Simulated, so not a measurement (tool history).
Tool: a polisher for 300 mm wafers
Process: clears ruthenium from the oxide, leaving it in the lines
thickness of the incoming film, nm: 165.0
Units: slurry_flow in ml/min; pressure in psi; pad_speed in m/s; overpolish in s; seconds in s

run,day,slurry_flow,pressure,pad_speed,overpolish,seconds
1,0.000,200,2.6,0.78,4,186.20
2,0.179,220,2.6,0.78,4,181.87
3,0.512,220,2.0,0.78,4,239.11
4,0.858,220,2.0,0.94,4,208.91
5,0.983,220,2.4,0.96,4,170.41
6,1.233,220,2.4,0.96,3,172.95

Run 7 comes next. What will it give?
7,1.304,220,2.7,0.98,3,?

Run 7 gave seconds 147.65 s.
